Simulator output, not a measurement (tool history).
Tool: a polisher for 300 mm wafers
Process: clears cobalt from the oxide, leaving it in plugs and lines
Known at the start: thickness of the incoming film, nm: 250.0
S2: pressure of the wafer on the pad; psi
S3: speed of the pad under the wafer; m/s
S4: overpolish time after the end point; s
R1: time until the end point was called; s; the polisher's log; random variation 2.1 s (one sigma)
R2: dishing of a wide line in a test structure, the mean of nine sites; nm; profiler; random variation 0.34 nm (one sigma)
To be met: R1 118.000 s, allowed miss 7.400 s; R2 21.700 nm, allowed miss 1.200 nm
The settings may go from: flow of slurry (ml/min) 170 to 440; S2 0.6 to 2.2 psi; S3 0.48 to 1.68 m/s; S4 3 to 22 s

run 1 day=0.000 | flow_of_slurry_(ml/min)=280 S2=1.4 S3=1.08 S4=11 | R1=54.909 R2=28.586
run 2 day=0.200 | flow_of_slurry_(ml/min)=280 S2=1.4 S3=1.08 S4=8 | R1=54.439 R2=24.619
run 3 day=0.408 | flow_of_slurry_(ml/min)=280 S2=1.2 S3=1.02 S4=9 | R1=65.875 R2=22.924
run 4 day=0.488 | flow_of_slurry_(ml/min)=280 S2=1.2 S3=1.20 S4=9 | R1=55.820 R2=24.873
run 5 day=0.592 | flow_of_slurry_(ml/min)=280 S2=1.2 S3=1.04 S4=9 | R1=68.294 R2=23.122
run 6 day=0.962 | flow_of_slurry_(ml/min)=280 S2=1.1 S3=1.02 S4=10 | R1=74.223 R2=23.836
run 7 day=1.196 | flow_of_slurry_(ml/min)=280 S2=1.0 S3=1.00 S4=10 | R1=80.218 R2=21.244
run 8 day=1.329 | flow_of_slurry_(ml/min)=280 S2=0.9 S3=0.98 S4=11 | R1=90.237 R2=20.933
run 9 day=1.571 | flow_of_slurry_(ml/min)=280 S2=0.8 S3=0.96 S4=12 | R1=104.350 R2=20.346
run 10 day=1.912 | flow_of_slurry_(ml/min)=280 S2=0.8 S3=0.96 S4=13 | R1=106.650 R2=21.372
run 11 day=2.083 | flow_of_slurry_(ml/min)=280 S2=0.8 S3=0.96 S4=14 | R1=106.780 R2=22.263

4 next moves are on the table. One of them brings every result within its allowed miss. Which?
run A day=2.254 | flow_of_slurry_(ml/min)=325 S2=1.1 S3=0.74 S4=15 | R1=? R2=?
run B day=2.254 | flow_of_slurry_(ml/min)=295 S2=0.8 S3=0.96 S4=16 | R1=? R2=?
run C day=2.254 | flow_of_slurry_(ml/min)=350 S2=0.6 S3=1.12 S4=13 | R1=? R2=?
run D day=2.254 | flow_of_slurry_(ml/min)=210 S2=0.9 S3=0.78 S4=15 | R1=? R2=?

move=A R1=96.367 R2=24.135
move=B R1=102.540 R2=24.193
move=C R1=114.190 R2=19.314
move=D R1=115.830 R2=21.245
A: further off than the last run
B: further off than the last run
C: brings the result that was furthest off to its target, and leaves another outside
D: meets every target
Answer: D
